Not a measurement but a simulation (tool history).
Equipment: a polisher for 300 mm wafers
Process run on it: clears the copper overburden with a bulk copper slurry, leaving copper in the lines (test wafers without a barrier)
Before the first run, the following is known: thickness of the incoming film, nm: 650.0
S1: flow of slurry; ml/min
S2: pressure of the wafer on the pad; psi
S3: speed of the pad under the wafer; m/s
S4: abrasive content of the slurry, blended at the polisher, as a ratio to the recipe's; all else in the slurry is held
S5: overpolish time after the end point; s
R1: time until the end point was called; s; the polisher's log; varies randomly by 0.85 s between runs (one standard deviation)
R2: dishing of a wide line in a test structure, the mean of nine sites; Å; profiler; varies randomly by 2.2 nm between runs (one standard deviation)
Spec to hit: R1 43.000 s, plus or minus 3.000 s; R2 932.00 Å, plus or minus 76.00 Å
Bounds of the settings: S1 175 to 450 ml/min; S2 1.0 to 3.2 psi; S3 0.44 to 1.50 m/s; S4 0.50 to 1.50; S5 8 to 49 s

run	hour	S1	S2	S3	S4	S5	R1	R2
1	0.0	290	2.1	0.96	1.00	25	87.376	765.97
2	8.4	290	2.1	0.96	1.00	34	87.268	829.33
3	12.3	290	2.4	1.04	1.00	26	72.337	822.60
4	19.7	290	2.4	1.04	0.90	26	71.592	888.97
5	27.6	290	2.4	1.04	0.90	37	69.970	968.62
6	28.3	290	2.1	1.04	0.90	37	85.959	858.49
7	32.7	290	2.1	1.04	0.90	37	81.673	918.41
8	38.8	295	2.7	1.24	0.95	25	53.173	980.77
9	45.2	295	2.8	1.26	1.00	21	51.487	955.58
10	53.7	295	2.9	1.28	1.00	18	47.441	911.86
11	61.5	295	3.0	1.28	1.00	17	45.806	908.68

Which one of the following 4 next-run settings gets every result inside its allowed miss? There is exactly one.
A	69.3	290	3.0	1.22	1.00	16	?	?
B	69.3	275	2.7	1.30	1.05	24	?	?
C	69.3	360	2.7	1.44	1.30	19	?	?
D	69.3	290	3.1	1.18	0.95	15	?	?

move	R1	R2
A	47.356	892.34
B	49.203	996.16
C	41.656	977.44
D	47.837	867.10
A: moves away from the targets compared with the last run
B: moves away from the targets compared with the last run
C: hits every target within its allowed miss
D: moves away from the targets compared with the last run
So the answer is move C, the one that meets all the targets.
